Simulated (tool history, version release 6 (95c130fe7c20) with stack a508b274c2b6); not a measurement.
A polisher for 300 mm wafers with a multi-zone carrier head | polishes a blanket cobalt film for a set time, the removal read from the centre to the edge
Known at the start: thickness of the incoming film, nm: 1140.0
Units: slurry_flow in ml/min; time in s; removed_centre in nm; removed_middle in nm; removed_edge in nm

Run 1, day 0: slurry_flow 180 ml/min, centre_zone 1, middle_zone 1, edge_zone 1, time 79 s. Result: removed_centre 237.01 nm, removed_middle 235.8 nm, removed_edge 246.02 nm.
Run 2, day 0.15: slurry_flow 175 ml/min, centre_zone 1, middle_zone 0.97, edge_zone 0.96, time 73 s. Result: removed_centre 221.2 nm, removed_middle 213.41 nm, removed_edge 219.34 nm.
Run 3, day 0.2: slurry_flow 165 ml/min, centre_zone 0.98, middle_zone 0.93, edge_zone 0.94, time 69 s. Result: removed_centre 201.02 nm, removed_middle 195.71 nm, removed_edge 211.61 nm.
Run 4, day 0.242: slurry_flow 165 ml/min, centre_zone 0.95, middle_zone 0.93, edge_zone 0.94, time 69 s. Result: removed_centre 195.6 nm, removed_middle 193.83 nm, removed_edge 206.37 nm.
Run 5, day 0.367: slurry_flow 170 ml/min, centre_zone 0.96, middle_zone 0.91, edge_zone 0.91, time 65 s. Result: removed_centre 184.87 nm, removed_middle 183.66 nm, removed_edge 191.85 nm.
Run 6, day 0.388: slurry_flow 190 ml/min, centre_zone 0.96, middle_zone 0.91, edge_zone 0.91, time 65 s. Result: removed_centre 190.03 nm, removed_middle 182.46 nm, removed_edge 196.19 nm.
Run 7, day 0.571: slurry_flow 190 ml/min, centre_zone 0.97, middle_zone 0.9, edge_zone 0.89, time 63 s. Result: removed_centre 187.33 nm, removed_middle 176.15 nm, removed_edge 187.45 nm.
Run 8, day 0.65: slurry_flow 185 ml/min, centre_zone 0.97, middle_zone 0.89, edge_zone 0.87, time 62 s. Result: removed_centre 181.32 nm, removed_middle 171.03 nm, removed_edge 177.32 nm.
Run 9, day 0.871: slurry_flow 175 ml/min, centre_zone 0.97, middle_zone 0.87, edge_zone 0.86, time 62 s. Result: removed_centre 181.71 nm, removed_middle 163.5 nm, removed_edge 183.53 nm.

The next listed run, before its measurement:
Run 10, day 0.996: slurry_flow 175 ml/min, centre_zone 0.97, middle_zone 0.87, edge_zone 0.86, time 62 s. Result: removed_centre ?, removed_middle ?, removed_edge ?.

removed_centre: 180.6 nm
removed_middle: 165.78 nm
removed_edge: 181.85 nm
